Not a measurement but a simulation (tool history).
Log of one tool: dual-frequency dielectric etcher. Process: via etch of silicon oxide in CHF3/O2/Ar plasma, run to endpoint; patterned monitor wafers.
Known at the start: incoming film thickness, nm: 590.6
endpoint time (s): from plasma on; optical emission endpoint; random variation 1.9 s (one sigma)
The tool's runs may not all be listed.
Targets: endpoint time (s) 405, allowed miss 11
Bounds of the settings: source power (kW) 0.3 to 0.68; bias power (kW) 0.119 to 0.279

run,hour,source power (kW),bias power (kW),endpoint time (s)
1,0,0.49,0.199,332.55
2,2.5,0.49,0.218,321.12
3,6.7,0.49,0.189,337.83
4,15.4,0.56,0.189,311.47
5,20.4,0.61,0.189,301.32
# hour 25.6: wet clean of the chamber
6,25.6,0.66,0.189,292.12
7,31.6,0.61,0.179,313.48
8,40,0.51,0.149,372.13

5 next moves are on the table. One of them brings every result within its allowed miss. Which?
A,48.4,0.45,0.131,?
B,48.4,0.48,0.131,?
C,48.4,0.55,0.186,?
D,48.4,0.45,0.13,?
E,48.4,0.49,0.181,?

move,endpoint time (s)
A,424.73
B,407.41
C,326.69
D,426.03
E,353.58
A: takes the result that was furthest off past its target
B: meets every target
C: further off than the last run
D: takes the result that was furthest off past its target
E: further off than the last run
The right move is B.
